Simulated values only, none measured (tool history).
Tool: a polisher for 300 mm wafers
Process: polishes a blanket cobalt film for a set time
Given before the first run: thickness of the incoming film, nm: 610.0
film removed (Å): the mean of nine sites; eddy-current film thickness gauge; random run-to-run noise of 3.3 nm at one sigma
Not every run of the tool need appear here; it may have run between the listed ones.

run    day  flow of slurry (ml/min)  pressure of the wafer on the pad (psi)  speed of the pad under the wafer (cm/s)  polishing time (s)  film removed (Å)
  1      0                      230                                     2.4                                       78                  60            2275.8
  2  0.104                      270                                     2.4                                       78                  60            2295.1
  3  0.296                      270                                     2.6                                       78                  60            2469.4
  4  0.604                      270                                     2.3                                       78                  60            2210.8
  5  0.904                      230                                     2.3                                       78                  60            2196.2
  6  1.242                      230                                     2.5                                       78                  60            2406.1
  7  1.262                      235                                     3.1                                       80                  60            2990.8

Run 8 comes next. What will it give?
  8  1.517                      235                                     3.2                                       80                  60                 ?

For run 8 the tool returned film removed (Å) 3079.7.
